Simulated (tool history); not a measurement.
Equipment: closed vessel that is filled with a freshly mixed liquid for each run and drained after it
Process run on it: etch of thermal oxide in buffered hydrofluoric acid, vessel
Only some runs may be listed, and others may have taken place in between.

| run | hour | temperature setpoint of the liquid (°C) | parts of 40 % ammonium fluoride to one part of 49 % hydrofluoric acid (parts by volume) | time in the liquid (s) | thickness taken off the thermal oxide on a monitor wafer (angstrom) |
|---|---|---|---|---|---|
| 1 | 0 | 24 | 7.5 | 85 | 1290.8 |
| 2 | 4.8 | 24 | 7.5 | 85 | 1296.9 |
| 3 | 6.3 | 22 | 7.5 | 85 | 1165.1 |
| 4 | 12.9 | 20.5 | 7.5 | 85 | 1071.1 |
| 5 | 20.9 | 20.5 | 9 | 85 | 882.12 |
| 6 | 29.6 | 23 | 8.5 | 85 | 1070.7 |
| 7 | 32.5 | 25 | 8 | 85 | 1287 |
| 8 | 33.5 | 26.5 | 8 | 85 | 1390.1 |
| 9 | 35.6 | 28 | 8 | 85 | 1491.6 |
| 10 | 39.2 | 29 | 8 | 85 | 1572.7 |

For run 11, what comes out?
| 11 | 47.8 | 29.5 | 8 | 85 | ? |

For run 11 the tool returned thickness taken off the thermal oxide on a monitor wafer (angstrom) 1628.1.

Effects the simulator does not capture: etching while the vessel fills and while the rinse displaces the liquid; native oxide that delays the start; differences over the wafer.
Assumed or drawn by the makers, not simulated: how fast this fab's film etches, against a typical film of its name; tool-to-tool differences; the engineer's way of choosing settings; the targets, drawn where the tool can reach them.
